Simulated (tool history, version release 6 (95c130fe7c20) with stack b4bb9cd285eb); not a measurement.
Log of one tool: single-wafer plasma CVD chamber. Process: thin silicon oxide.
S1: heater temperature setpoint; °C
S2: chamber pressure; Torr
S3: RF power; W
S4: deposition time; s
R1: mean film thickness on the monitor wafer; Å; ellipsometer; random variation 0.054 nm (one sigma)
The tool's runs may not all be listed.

run 1 hour=0.0 | S1=400 S2=0.742 S3=215 S4=11.9 | R1=174.56
run 2 hour=5.7 | S1=400 S2=0.754 S3=215 S4=11.9 | R1=176.12
run 3 hour=13.5 | S1=400 S2=0.754 S3=200 S4=11.9 | R1=172.30
run 4 hour=16.2 | S1=400 S2=0.754 S3=200 S4=11.9 | R1=173.09
-- hour=23.7 RF generator calibrated
run 5 hour=23.7 | S1=400 S2=0.767 S3=200 S4=11.9 | R1=178.98
run 6 hour=32.2 | S1=395 S2=0.767 S3=200 S4=11.9 | R1=179.10
run 7 hour=39.7 | S1=395 S2=0.767 S3=200 S4=11.9 | R1=179.22
run 8 hour=46.0 | S1=394 S2=0.776 S3=200 S4=11.9 | R1=181.05
run 9 hour=54.7 | S1=394 S2=0.785 S3=200 S4=11.9 | R1=182.18
run 10 hour=58.9 | S1=394 S2=0.794 S3=200 S4=11.9 | R1=183.46
run 11 hour=61.3 | S1=394 S2=0.804 S3=200 S4=11.9 | R1=184.90

Forecast run 12:
run 12 hour=65.8 | S1=394 S2=0.890 S3=200 S4=11.9 | R1=?

Run 12 gave R1 198.41 Å.
